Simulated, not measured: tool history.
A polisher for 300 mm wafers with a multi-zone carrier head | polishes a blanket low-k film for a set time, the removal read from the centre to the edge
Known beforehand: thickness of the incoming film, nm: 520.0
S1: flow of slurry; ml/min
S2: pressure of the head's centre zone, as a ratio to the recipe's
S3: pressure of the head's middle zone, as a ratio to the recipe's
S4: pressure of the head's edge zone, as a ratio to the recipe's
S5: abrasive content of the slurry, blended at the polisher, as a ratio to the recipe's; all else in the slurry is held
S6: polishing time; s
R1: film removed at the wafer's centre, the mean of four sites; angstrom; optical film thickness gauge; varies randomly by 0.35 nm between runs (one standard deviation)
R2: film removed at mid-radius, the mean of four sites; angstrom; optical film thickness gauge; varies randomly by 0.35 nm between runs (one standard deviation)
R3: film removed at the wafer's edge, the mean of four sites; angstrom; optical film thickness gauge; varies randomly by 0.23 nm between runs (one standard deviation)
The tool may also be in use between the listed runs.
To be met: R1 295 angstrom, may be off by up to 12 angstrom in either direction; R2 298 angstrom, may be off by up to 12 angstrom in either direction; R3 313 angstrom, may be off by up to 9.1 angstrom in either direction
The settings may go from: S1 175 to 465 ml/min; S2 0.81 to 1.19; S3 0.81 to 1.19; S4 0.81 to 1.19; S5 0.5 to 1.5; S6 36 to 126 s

run,hour,S1,S2,S3,S4,S5,S6,R1,R2,R3
1,0,295,1,1,1,1,81,231.49,225.38,233.5
2,2.8,295,1,1.01,1.02,1.05,81,236.06,233.56,238.38
3,3.9,295,1,1.01,1.04,1.1,82,243.98,243.65,248.23
4,12.2,295,0.94,1.01,1.04,1.1,82,232.66,246.02,249.35
5,19.4,295,0.95,1,1.05,1.15,82,245.55,250.1,257.57
6,23.5,300,0.95,1,1.07,1.2,82,246.32,250.93,261.73
7,24.5,300,0.95,1,1.07,1.2,82,247.8,250.4,261.29
8,30.4,300,0.95,1,1.07,1.2,82,245.74,254.02,262.6

Consider the 4 candidate settings below. Which is the only one whose results all fall within their allowed miss of target?
A,36.3,325,0.89,0.87,1.1,1.25,97,?,?,?
B,36.3,240,1.02,0.81,1.19,1.3,85,?,?,?
C,36.3,340,0.97,1.01,1.09,1.3,93,?,?,?
D,36.3,305,0.85,0.98,1.1,1.25,67,?,?,?

move,R1,R2,R3
A,278.79,269.96,318.82
B,264.71,222.57,291.21
C,287.49,298.66,309.34
D,186.72,205.18,219.28
A: puts the biggest miss on target and leaves a different result outside tolerance
B: misses by more than the last run did
C: in spec on every target
D: misses by more than the last run did
C is the move that brings every result within its allowed miss.
